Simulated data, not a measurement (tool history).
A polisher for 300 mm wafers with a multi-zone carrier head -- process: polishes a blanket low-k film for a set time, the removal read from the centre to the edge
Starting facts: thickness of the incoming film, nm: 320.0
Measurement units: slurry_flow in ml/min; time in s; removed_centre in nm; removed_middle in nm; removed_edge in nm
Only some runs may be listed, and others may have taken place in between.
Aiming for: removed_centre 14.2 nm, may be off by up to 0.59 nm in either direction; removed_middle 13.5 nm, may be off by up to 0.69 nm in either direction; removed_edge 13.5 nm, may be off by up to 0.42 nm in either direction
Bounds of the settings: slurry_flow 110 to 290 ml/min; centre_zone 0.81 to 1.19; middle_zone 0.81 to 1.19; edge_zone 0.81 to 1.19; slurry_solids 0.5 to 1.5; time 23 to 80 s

run 1 hour=0 | slurry_flow=185 centre_zone=1 middle_zone=1 edge_zone=1 slurry_solids=1 time=51 | removed_centre=17.192 removed_middle=17.345 removed_edge=17.791
run 2 hour=3.3 | slurry_flow=150 centre_zone=1 middle_zone=1 edge_zone=1 slurry_solids=1 time=51 | removed_centre=16.435 removed_middle=16.62 removed_edge=17.019
run 3 hour=11.1 | slurry_flow=145 centre_zone=1 middle_zone=1 edge_zone=0.99 slurry_solids=0.95 time=51 | removed_centre=16.169 removed_middle=16.111 removed_edge=16.352
run 4 hour=15.1 | slurry_flow=140 centre_zone=1 middle_zone=0.99 edge_zone=0.98 slurry_solids=0.95 time=51 | removed_centre=15.922 removed_middle=15.697 removed_edge=16.513
run 5 hour=22.2 | slurry_flow=140 centre_zone=0.96 middle_zone=0.99 edge_zone=0.98 slurry_solids=0.95 time=51 | removed_centre=15.105 removed_middle=15.624 removed_edge=16.192
run 6 hour=24.7 | slurry_flow=140 centre_zone=0.97 middle_zone=0.99 edge_zone=0.97 slurry_solids=0.9 time=51 | removed_centre=15.256 removed_middle=15.728 removed_edge=15.956
run 7 hour=30.5 | slurry_flow=140 centre_zone=1 middle_zone=0.9 edge_zone=0.87 slurry_solids=0.65 time=50 | removed_centre=13.195 removed_middle=11.949 removed_edge=13.156
run 8 hour=32.8 | slurry_flow=145 centre_zone=1 middle_zone=0.91 edge_zone=0.87 slurry_solids=0.65 time=50 | removed_centre=13.595 removed_middle=12.135 removed_edge=13.188

Exactly one of the 5 candidate moves below puts every result within its allowed miss. Which one?
run A hour=35.1 | slurry_flow=200 centre_zone=1.03 middle_zone=1.07 edge_zone=0.81 slurry_solids=0.7 time=44 | removed_centre=? removed_middle=? removed_edge=?
run B hour=35.1 | slurry_flow=160 centre_zone=1.01 middle_zone=0.96 edge_zone=0.84 slurry_solids=0.8 time=46 | removed_centre=? removed_middle=? removed_edge=?
run C hour=35.1 | slurry_flow=135 centre_zone=0.98 middle_zone=0.9 edge_zone=0.93 slurry_solids=0.65 time=51 | removed_centre=? removed_middle=? removed_edge=?
run D hour=35.1 | slurry_flow=155 centre_zone=1.06 middle_zone=0.87 edge_zone=0.84 slurry_solids=0.65 time=50 | removed_centre=? removed_middle=? removed_edge=?
run E hour=35.1 | slurry_flow=120 centre_zone=1.09 middle_zone=0.83 edge_zone=0.87 slurry_solids=0.7 time=49 | removed_centre=? removed_middle=? removed_edge=?

move=A removed_centre=14.066 removed_middle=13.846 removed_edge=12.428
move=B removed_centre=14.315 removed_middle=13.225 removed_edge=13.415
move=C removed_centre=13.198 removed_middle=12.014 removed_edge=13.569
move=D removed_centre=14.745 removed_middle=11.976 removed_edge=13.243
move=E removed_centre=13.843 removed_middle=10.668 removed_edge=12.798
A: brings the result that was furthest off to its target, and leaves another outside
B: meets every target
C: further off than the last run
D: further off than the last run
E: further off than the last run
B is the move that brings every result within its allowed miss.

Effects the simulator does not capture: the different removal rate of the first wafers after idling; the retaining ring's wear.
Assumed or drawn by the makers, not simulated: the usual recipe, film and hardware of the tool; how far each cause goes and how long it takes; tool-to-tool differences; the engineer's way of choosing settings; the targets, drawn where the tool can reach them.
